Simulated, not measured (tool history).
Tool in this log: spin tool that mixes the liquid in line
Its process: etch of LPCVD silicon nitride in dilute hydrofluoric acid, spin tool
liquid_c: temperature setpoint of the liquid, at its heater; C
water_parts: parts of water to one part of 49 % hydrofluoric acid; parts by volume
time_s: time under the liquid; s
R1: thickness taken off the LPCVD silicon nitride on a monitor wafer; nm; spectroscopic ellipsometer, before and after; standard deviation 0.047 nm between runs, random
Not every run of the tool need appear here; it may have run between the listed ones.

Run 1, hour 0.0: liquid_c 22.0 C, water_parts 55 parts by volume, time_s 320 s. Result: R1 3.3842 nm.
Run 2, hour 8.1: liquid_c 21.0 C, water_parts 60 parts by volume, time_s 320 s. Result: R1 2.9442 nm.
Run 3, hour 11.0: liquid_c 21.0 C, water_parts 60 parts by volume, time_s 340 s. Result: R1 2.9370 nm.
Run 4, hour 14.4: liquid_c 21.0 C, water_parts 40 parts by volume, time_s 340 s. Result: R1 4.4374 nm.
Run 5, hour 18.0: liquid_c 21.0 C, water_parts 20 parts by volume, time_s 340 s. Result: R1 8.8131 nm.
Run 6, hour 26.6: liquid_c 21.0 C, water_parts 20 parts by volume, time_s 340 s. Result: R1 8.6629 nm.
Run 7, hour 35.4: liquid_c 20.0 C, water_parts 35 parts by volume, time_s 335 s. Result: R1 4.7093 nm.
Run 8, hour 38.0: liquid_c 19.0 C, water_parts 40 parts by volume, time_s 335 s. Result: R1 3.6749 nm.

Expected results for the next run?
Run 9, hour 42.6: liquid_c 18.5 C, water_parts 45 parts by volume, time_s 335 s. Result: R1 ?.

Run 9 produced R1 3.2357 nm.

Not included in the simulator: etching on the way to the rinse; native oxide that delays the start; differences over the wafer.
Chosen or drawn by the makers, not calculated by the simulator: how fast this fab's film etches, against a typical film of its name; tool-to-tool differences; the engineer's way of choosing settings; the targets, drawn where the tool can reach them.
